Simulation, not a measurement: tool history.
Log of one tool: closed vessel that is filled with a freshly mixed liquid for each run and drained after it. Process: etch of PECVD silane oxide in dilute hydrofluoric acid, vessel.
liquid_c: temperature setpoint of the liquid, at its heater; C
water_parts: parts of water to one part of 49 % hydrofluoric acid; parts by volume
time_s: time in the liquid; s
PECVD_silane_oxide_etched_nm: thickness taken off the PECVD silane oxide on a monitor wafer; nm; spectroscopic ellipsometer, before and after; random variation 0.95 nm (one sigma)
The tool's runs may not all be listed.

run	day	liquid_c	water_parts	time_s	PECVD_silane_oxide_etched_nm
1	0	26	210	825	97.103
2	0.35	26	275	825	68.222
3	0.729	23	275	825	62.032
4	0.871	26	275	825	68.721
5	0.917	26	220	825	92.511
6	1.3	28	220	825	97.676
7	1.5	29	215	825	103.33

Forecast run 8:
8	1.717	29.5	210	825	?

PECVD_silane_oxide_etched_nm: 109.9 nm

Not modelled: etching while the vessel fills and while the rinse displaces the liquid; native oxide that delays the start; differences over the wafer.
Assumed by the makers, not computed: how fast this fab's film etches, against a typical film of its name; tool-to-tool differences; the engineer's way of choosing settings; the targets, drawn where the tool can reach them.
